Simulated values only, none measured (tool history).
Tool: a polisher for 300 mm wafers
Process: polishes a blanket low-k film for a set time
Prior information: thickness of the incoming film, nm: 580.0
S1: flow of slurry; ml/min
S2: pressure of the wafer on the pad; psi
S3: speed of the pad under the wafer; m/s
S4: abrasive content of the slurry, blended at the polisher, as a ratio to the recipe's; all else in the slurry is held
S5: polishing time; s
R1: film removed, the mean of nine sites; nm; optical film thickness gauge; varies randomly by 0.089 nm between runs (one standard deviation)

run,hour,S1,S2,S3,S4,S5,R1
1,0,270,1.5,0.92,1,38,12.554
2,5.8,270,1.4,0.92,1,38,11.975
3,11.7,270,1.3,0.92,1,38,10.772
4,14.2,270,1.3,1.08,1,38,12.252
5,19.8,270,1.2,1.08,1,38,11.31
6,21.8,270,1.1,1.08,1,38,10.436
7,25.6,270,1,1.08,1,38,9.468

The next listed run, before its measurement:
8,26.4,270,0.9,1.08,1,38,?

R1: 8.7183 nm

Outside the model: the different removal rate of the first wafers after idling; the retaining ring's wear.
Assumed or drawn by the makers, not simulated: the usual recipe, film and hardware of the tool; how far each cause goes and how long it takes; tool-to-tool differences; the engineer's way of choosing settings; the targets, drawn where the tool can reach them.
